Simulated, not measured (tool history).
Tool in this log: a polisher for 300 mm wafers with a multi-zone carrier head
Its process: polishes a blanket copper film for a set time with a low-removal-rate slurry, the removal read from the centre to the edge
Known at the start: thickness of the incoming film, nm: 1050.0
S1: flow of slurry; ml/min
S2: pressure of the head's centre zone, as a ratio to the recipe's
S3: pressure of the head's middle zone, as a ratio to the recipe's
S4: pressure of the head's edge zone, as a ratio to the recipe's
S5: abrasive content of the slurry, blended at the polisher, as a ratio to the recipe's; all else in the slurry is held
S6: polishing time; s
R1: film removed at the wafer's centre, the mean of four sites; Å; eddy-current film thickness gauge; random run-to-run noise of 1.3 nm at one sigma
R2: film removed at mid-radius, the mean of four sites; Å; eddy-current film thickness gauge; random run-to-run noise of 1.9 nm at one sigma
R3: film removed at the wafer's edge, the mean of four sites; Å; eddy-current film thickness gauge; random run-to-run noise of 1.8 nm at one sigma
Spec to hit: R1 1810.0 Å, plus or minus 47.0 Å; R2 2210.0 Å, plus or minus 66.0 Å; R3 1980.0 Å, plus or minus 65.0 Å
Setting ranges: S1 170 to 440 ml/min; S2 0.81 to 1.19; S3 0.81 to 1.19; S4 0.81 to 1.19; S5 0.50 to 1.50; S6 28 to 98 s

run    day   S1    S2    S3    S4    S5  S6      R1      R2      R3
  1  0.000  280  1.00  1.00  1.00  1.00  63  1827.7  1895.1  1908.4
  2  0.129  285  0.99  1.02  1.00  1.00  63  1809.4  1943.5  1892.6
  3  0.192  285  0.99  1.02  1.04  1.00  63  1842.7  1934.8  1939.1
  4  0.500  290  0.98  1.03  1.04  1.00  63  1821.4  1944.6  1931.8
  5  0.725  290  0.98  1.03  1.04  1.00  70  2013.6  2192.5  2143.6
  6  0.917  285  0.97  1.03  1.03  1.00  70  1972.5  2145.2  2147.8
  7  1.075  285  0.97  1.04  1.02  1.00  70  1986.0  2160.6  2144.9
  8  1.396  285  0.96  1.06  1.00  1.00  70  1976.4  2194.9  2086.6
  9  1.446  280  0.95  1.07  1.00  1.00  70  1925.6  2228.5  2081.7
 10  1.683  275  0.95  1.07  0.99  1.00  70  1921.4  2234.4  2117.5
 11  1.883  275  0.95  1.07  0.99  1.00  70  1937.6  2194.3  2072.2
 12  2.004  270  0.94  1.08  0.99  1.00  70  1928.2  2231.1  2067.3
 13  2.375  270  0.94  1.08  0.99  1.00  70  1938.1  2253.6  2061.0
 14  2.512  270  0.93  1.08  0.98  1.00  70  1889.8  2213.7  2020.5

Which single option among these 4 for the next run brings every result within its allowed miss of target? Just one does.
  A  2.650  210  0.94  1.10  0.88  0.95  66   ?   ?   ?
  B  2.650  215  0.94  1.15  1.00  0.70  75   ?   ?   ?
  C  2.650  225  0.92  1.12  1.00  0.95  65   ?   ?   ?
  D  2.650  290  0.86  1.01  0.98  0.95  67   ?   ?   ?

move      R1      R2      R3
   A  1732.5  2019.6  1759.3
   B  1825.5  2197.4  1963.8
   C  1692.2  2035.6  1852.7
   D  1697.4  2006.7  1938.2
A: takes the result that was furthest off past its target
B: in spec on every target
C: takes the result that was furthest off past its target
D: takes the result that was furthest off past its target
The right move is B.
